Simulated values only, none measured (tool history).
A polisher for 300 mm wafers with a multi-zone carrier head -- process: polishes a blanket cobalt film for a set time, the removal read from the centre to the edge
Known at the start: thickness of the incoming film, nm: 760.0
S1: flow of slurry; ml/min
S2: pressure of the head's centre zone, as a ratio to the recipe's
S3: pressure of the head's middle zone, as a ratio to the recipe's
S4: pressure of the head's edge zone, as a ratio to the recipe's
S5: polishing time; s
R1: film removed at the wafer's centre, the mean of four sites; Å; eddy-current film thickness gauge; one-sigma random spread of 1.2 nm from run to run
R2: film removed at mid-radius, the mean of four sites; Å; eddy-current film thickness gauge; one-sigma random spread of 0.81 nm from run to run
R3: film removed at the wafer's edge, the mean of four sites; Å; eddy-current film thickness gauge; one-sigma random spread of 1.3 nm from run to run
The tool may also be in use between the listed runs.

| run | hour | S1 | S2 | S3 | S4 | S5 | R1 | R2 | R3 |
|---|---|---|---|---|---|---|---|---|---|
| 1 | 0 | 125 | 1 | 1 | 1 | 36 | 938.96 | 954.32 | 949.76 |
| 2 | 7 | 135 | 1.02 | 1 | 1 | 36 | 980.91 | 958.36 | 966.1 |
| 3 | 13.5 | 145 | 1.03 | 1.01 | 0.99 | 36 | 1001.5 | 981.53 | 956.53 |
| 4 | 18.8 | 150 | 1.05 | 1.02 | 1 | 36 | 1016.8 | 998.65 | 978.73 |
| 5 | 24.1 | 150 | 1.05 | 1.02 | 1.08 | 36 | 995.02 | 1008.3 | 1036.9 |
| 6 | 28.6 | 155 | 1.07 | 1.03 | 1.06 | 36 | 1059.6 | 1012.9 | 999.32 |
| 7 | 30.1 | 190 | 1.09 | 1.04 | 1.07 | 36 | 1116.4 | 1052.9 | 1037.3 |

Expected results for the next run?
| 8 | 38.5 | 190 | 1.1 | 1.04 | 1.07 | 36 | ? | ? | ? |

Logged for run 8: R1 1106.4 Å, R2 1064.1 Å, R3 1039.3 Å.
